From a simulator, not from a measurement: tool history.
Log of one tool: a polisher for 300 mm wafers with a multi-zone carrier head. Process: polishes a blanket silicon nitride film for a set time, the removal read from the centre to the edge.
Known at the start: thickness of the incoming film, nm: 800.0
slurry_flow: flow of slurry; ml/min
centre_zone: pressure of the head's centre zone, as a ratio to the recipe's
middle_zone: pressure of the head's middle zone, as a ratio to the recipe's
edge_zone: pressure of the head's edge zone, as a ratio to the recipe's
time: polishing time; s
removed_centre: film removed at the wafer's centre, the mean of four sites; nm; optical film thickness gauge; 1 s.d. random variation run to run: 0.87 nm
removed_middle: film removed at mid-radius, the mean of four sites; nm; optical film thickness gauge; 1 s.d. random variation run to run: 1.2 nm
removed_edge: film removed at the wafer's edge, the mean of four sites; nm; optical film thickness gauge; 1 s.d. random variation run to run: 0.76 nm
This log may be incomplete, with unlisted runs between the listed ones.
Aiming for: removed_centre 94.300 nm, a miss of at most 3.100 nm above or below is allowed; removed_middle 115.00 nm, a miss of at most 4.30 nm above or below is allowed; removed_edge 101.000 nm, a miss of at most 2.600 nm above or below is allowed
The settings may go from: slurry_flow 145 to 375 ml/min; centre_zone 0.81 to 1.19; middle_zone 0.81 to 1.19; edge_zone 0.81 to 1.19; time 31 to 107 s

run,day,slurry_flow,centre_zone,middle_zone,edge_zone,time,removed_centre,removed_middle,removed_edge
1,0.000,240,1.00,1.00,1.00,69,160.050,163.21,161.040
2,0.138,240,1.00,1.00,1.08,69,158.390,161.10,163.830
3,0.221,240,1.00,1.00,1.08,58,134.590,135.71,137.210
4,0.354,235,0.97,1.03,1.05,53,118.730,128.09,123.830
5,0.392,230,0.95,1.04,1.02,51,112.580,124.49,117.570
6,0.646,230,1.03,1.04,1.02,51,122.070,120.78,117.910
7,0.783,215,0.99,1.05,1.00,49,110.560,117.39,111.020
8,0.821,200,0.97,1.06,0.99,49,107.750,116.96,109.900
9,1.029,190,0.95,1.07,0.97,49,103.930,117.42,108.640
10,1.358,185,0.94,1.08,0.95,49,102.750,118.35,108.230
11,1.554,180,0.93,1.09,0.93,48,99.045,114.84,104.510
12,1.675,175,0.92,1.10,0.92,48,99.389,115.09,103.940
13,1.775,165,0.86,1.12,0.89,47,89.145,113.14,99.846

4 candidate next runs follow, results not yet known. Just one meets every target within its allowed miss. Identify it.
A,1.875,160,0.83,1.10,0.86,47,?,?,?
B,1.875,170,0.84,1.10,0.84,48,?,?,?
C,1.875,145,0.89,1.10,0.86,49,?,?,?
D,1.875,165,0.82,1.10,0.94,47,?,?,?

move,removed_centre,removed_middle,removed_edge
A,84.369,111.03,98.167
B,88.112,114.43,100.070
C,92.716,113.91,101.180
D,83.784,111.55,101.840
A: the biggest miss grows against the last run
B: the biggest miss grows against the last run
C: meets every target
D: the biggest miss grows against the last run
C meets every target.
